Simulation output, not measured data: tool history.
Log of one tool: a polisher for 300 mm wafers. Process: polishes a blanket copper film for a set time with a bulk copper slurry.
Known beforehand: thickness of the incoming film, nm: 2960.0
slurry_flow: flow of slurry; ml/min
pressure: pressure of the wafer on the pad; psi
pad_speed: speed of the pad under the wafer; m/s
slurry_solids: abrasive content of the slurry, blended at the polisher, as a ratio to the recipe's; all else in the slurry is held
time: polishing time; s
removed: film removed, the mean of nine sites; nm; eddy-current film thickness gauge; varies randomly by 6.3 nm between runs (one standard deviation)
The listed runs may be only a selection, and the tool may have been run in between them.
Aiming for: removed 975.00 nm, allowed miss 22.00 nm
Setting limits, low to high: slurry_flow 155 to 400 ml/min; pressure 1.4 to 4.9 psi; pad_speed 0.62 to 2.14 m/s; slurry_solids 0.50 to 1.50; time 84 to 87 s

Run 1, day 0.000: slurry_flow 255 ml/min, pressure 3.1 psi, pad_speed 1.38 m/s, slurry_solids 1.00, time 84 s. Result: removed 1238.50 nm.
Run 2, day 0.362: slurry_flow 255 ml/min, pressure 3.1 psi, pad_speed 1.38 m/s, slurry_solids 1.20, time 84 s. Result: removed 1299.30 nm.
Run 3, day 0.592: slurry_flow 250 ml/min, pressure 2.8 psi, pad_speed 1.38 m/s, slurry_solids 1.20, time 84 s. Result: removed 1168.20 nm.
Run 4, day 0.675: slurry_flow 250 ml/min, pressure 2.8 psi, pad_speed 1.38 m/s, slurry_solids 1.20, time 84 s. Result: removed 1166.30 nm.
Run 5, day 0.742: slurry_flow 250 ml/min, pressure 2.8 psi, pad_speed 1.66 m/s, slurry_solids 1.20, time 84 s. Result: removed 1394.50 nm.
Run 6, day 0.767: slurry_flow 245 ml/min, pressure 2.5 psi, pad_speed 1.66 m/s, slurry_solids 1.20, time 84 s. Result: removed 1266.00 nm.
Run 7, day 1.075: slurry_flow 240 ml/min, pressure 2.3 psi, pad_speed 1.66 m/s, slurry_solids 1.20, time 84 s. Result: removed 1169.20 nm.
Run 8, day 1.121: slurry_flow 230 ml/min, pressure 2.2 psi, pad_speed 1.66 m/s, slurry_solids 1.20, time 84 s. Result: removed 1098.10 nm.

Which of these 5 next moves meets every target?
Run A, day 1.167: slurry_flow 190 ml/min, pressure 2.3 psi, pad_speed 1.48 m/s, slurry_solids 1.10, time 84 s. Result: removed ?.
Run B, day 1.167: slurry_flow 315 ml/min, pressure 2.4 psi, pad_speed 1.64 m/s, slurry_solids 1.20, time 84 s. Result: removed ?.
Run C, day 1.167: slurry_flow 230 ml/min, pressure 2.1 psi, pad_speed 1.78 m/s, slurry_solids 1.35, time 84 s. Result: removed ?.
Run D, day 1.167: slurry_flow 175 ml/min, pressure 2.7 psi, pad_speed 1.50 m/s, slurry_solids 1.40, time 87 s. Result: removed ?.
Run E, day 1.167: slurry_flow 235 ml/min, pressure 1.9 psi, pad_speed 1.64 m/s, slurry_solids 1.10, time 84 s. Result: removed ?.

move  removed
   A   982.04
   B  1219.30
   C  1170.60
   D  1281.50
   E   924.79
A: each result inside its tolerance
B: misses by more than the last run did
C: misses by more than the last run did
D: misses by more than the last run did
E: moves the result that the last run missed by most past its target, out the other side
The move that meets every target is A.

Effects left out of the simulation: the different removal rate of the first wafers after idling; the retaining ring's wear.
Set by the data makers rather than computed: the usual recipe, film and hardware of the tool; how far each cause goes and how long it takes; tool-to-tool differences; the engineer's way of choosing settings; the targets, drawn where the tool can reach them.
